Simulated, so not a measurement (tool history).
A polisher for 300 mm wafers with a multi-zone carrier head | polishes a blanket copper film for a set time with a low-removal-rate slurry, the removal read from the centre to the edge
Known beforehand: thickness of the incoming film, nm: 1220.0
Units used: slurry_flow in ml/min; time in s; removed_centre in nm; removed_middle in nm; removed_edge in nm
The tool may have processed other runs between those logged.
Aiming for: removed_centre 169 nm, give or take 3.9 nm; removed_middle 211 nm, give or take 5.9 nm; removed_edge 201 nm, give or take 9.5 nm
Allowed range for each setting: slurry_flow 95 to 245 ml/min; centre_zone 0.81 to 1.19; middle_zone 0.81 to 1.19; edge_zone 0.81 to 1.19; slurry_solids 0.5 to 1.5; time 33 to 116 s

| run | hour | slurry_flow | centre_zone | middle_zone | edge_zone | slurry_solids | time | removed_centre | removed_middle | removed_edge |
|---|---|---|---|---|---|---|---|---|---|---|
| 1 | 0 | 155 | 1 | 1 | 1 | 1 | 74 | 268.91 | 273.18 | 270.35 |
| 2 | 3.7 | 155 | 1 | 1 | 1.05 | 1 | 74 | 267.69 | 273.21 | 288.75 |
| 3 | 11.2 | 155 | 1 | 0.96 | 1.05 | 1 | 74 | 265.47 | 264.12 | 287.48 |
| 4 | 15.5 | 155 | 1 | 0.88 | 1.05 | 1 | 74 | 271.58 | 246.33 | 286.6 |
| 5 | 20.5 | 155 | 1 | 0.88 | 1.05 | 1.15 | 74 | 278.15 | 255.05 | 299.69 |
| 6 | 27.1 | 155 | 1 | 0.81 | 1.05 | 1.15 | 74 | 277.96 | 236.81 | 283.92 |
| 7 | 29.4 | 145 | 0.96 | 0.85 | 1.02 | 1.05 | 72 | 253.51 | 231.74 | 269.29 |
| 8 | 37 | 135 | 0.93 | 0.89 | 1 | 0.95 | 70 | 230.83 | 226.47 | 256.04 |
| 9 | 42.7 | 130 | 0.9 | 0.92 | 0.97 | 0.85 | 69 | 211.98 | 220.86 | 238.73 |

Of the 4 settings listed for the next run, only one would bring every result within its allowed miss of target. Which one?
| A | 48.4 | 150 | 1.12 | 0.93 | 0.81 | 0.75 | 67 | ? | ? | ? |
| B | 48.4 | 130 | 1.01 | 0.9 | 0.9 | 1.1 | 72 | ? | ? | ? |
| C | 48.4 | 110 | 0.85 | 1.07 | 0.97 | 0.9 | 59 | ? | ? | ? |
| D | 48.4 | 100 | 1.01 | 0.83 | 0.92 | 0.85 | 72 | ? | ? | ? |

| move | removed_centre | removed_middle | removed_edge |
|---|---|---|---|
| A | 249.39 | 213.05 | 210.91 |
| B | 262.46 | 239.99 | 257.7 |
| C | 170.03 | 209.72 | 202.88 |
| D | 232.03 | 200 | 235.64 |
A: misses by more than the last run did
B: misses by more than the last run did
C: in spec on every target
D: misses by more than the last run did
Move C is the one to make.

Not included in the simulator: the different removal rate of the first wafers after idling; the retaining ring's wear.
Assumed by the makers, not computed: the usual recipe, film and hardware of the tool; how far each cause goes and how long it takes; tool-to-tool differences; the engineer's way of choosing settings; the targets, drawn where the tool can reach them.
